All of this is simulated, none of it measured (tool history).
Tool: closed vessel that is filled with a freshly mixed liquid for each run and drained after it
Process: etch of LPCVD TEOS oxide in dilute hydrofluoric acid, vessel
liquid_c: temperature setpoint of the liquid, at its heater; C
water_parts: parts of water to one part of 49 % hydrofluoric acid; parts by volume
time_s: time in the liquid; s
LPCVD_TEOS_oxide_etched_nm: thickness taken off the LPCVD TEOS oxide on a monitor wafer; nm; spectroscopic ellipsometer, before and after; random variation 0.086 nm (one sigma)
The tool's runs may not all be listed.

| run | hour | liquid_c | water_parts | time_s | LPCVD_TEOS_oxide_etched_nm |
|---|---|---|---|---|---|
| 1 | 0 | 22 | 55 | 30 | 12.331 |
| 2 | 7.2 | 19.5 | 55 | 30 | 11.296 |
| 3 | 11.2 | 19.5 | 40 | 30 | 15.526 |
| 4 | 19.6 | 19 | 45 | 30 | 13.541 |
| 5 | 21.1 | 19 | 35 | 30 | 17.52 |
| 6 | 29.5 | 19 | 20 | 30 | 31.602 |
| 7 | 33.9 | 18.5 | 25 | 30 | 24.399 |
| 8 | 36.6 | 18 | 30 | 30 | 20.16 |
| 9 | 41.4 | 18 | 35 | 30 | 16.905 |
| 10 | 45.3 | 18 | 40 | 30 | 14.805 |

The next listed run, before its measurement:
| 11 | 52 | 18 | 45 | 30 | ? |

{"run 11": {"LPCVD_TEOS_oxide_etched_nm": 12.885}}
